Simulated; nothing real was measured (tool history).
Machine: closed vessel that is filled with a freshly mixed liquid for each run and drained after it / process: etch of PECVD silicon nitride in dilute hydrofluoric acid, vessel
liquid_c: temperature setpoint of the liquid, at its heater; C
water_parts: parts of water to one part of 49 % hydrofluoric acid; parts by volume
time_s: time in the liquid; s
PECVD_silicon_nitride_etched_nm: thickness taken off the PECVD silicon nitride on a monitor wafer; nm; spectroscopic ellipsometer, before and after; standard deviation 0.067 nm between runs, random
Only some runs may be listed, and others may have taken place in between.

run,hour,liquid_c,water_parts,time_s,PECVD_silicon_nitride_etched_nm
1,0.0,22.0,60,145,5.9587
2,2.2,23.5,60,145,6.5493
3,10.4,23.5,60,145,6.6120
4,16.9,23.5,60,90,4.1191
5,19.6,24.5,55,100,5.2875
6,27.0,25.5,50,110,6.8563
7,35.6,26.5,45,110,8.1713

Predict the results of run 8:
8,44.3,27.0,45,110,?

For run 8 the tool returned PECVD_silicon_nitride_etched_nm 8.3099 nm.

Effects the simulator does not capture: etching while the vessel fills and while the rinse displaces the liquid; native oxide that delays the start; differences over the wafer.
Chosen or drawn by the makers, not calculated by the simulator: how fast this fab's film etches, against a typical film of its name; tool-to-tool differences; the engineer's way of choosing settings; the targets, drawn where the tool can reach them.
